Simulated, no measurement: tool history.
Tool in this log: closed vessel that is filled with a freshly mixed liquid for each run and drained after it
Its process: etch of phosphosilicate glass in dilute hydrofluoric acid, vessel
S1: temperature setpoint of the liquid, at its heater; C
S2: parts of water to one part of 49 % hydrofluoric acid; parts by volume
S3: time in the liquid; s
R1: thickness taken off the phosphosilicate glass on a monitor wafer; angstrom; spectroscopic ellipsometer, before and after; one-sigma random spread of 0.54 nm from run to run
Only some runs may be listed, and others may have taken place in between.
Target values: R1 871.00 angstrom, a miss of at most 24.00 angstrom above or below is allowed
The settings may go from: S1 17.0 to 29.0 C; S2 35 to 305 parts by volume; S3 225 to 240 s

run 1 day=0.000 | S1=21.0 S2=170 S3=225 | R1=717.08
run 2 day=0.142 | S1=21.0 S2=215 S3=225 | R1=539.57
run 3 day=0.188 | S1=23.0 S2=210 S3=225 | R1=603.52
run 4 day=0.408 | S1=20.5 S2=210 S3=225 | R1=548.52
run 5 day=0.733 | S1=20.5 S2=250 S3=225 | R1=442.34
run 6 day=0.883 | S1=22.5 S2=230 S3=225 | R1=534.16
run 7 day=0.908 | S1=22.5 S2=230 S3=225 | R1=527.29
run 8 day=1.233 | S1=24.0 S2=220 S3=225 | R1=581.63
run 9 day=1.525 | S1=25.0 S2=210 S3=225 | R1=647.43
run 10 day=1.771 | S1=26.0 S2=205 S3=225 | R1=695.52

5 next moves are on the table. One of them brings every result within its allowed miss. Which?
run A day=2.017 | S1=20.5 S2=150 S3=240 | R1=?
run B day=2.017 | S1=27.5 S2=185 S3=225 | R1=?
run C day=2.017 | S1=26.5 S2=165 S3=240 | R1=?
run D day=2.017 | S1=26.0 S2=170 S3=240 | R1=?
run E day=2.017 | S1=25.5 S2=215 S3=225 | R1=?

move=A R1=865.35
move=B R1=823.97
move=C R1=973.01
move=D R1=921.70
move=E R1=637.67
A: all results land within tolerance of their targets
B: gains on the last run, yet a result remains outside its allowed miss
C: pushes the last run's worst result past its target
D: pushes the last run's worst result past its target
E: moves away from the targets compared with the last run
The right move is A.
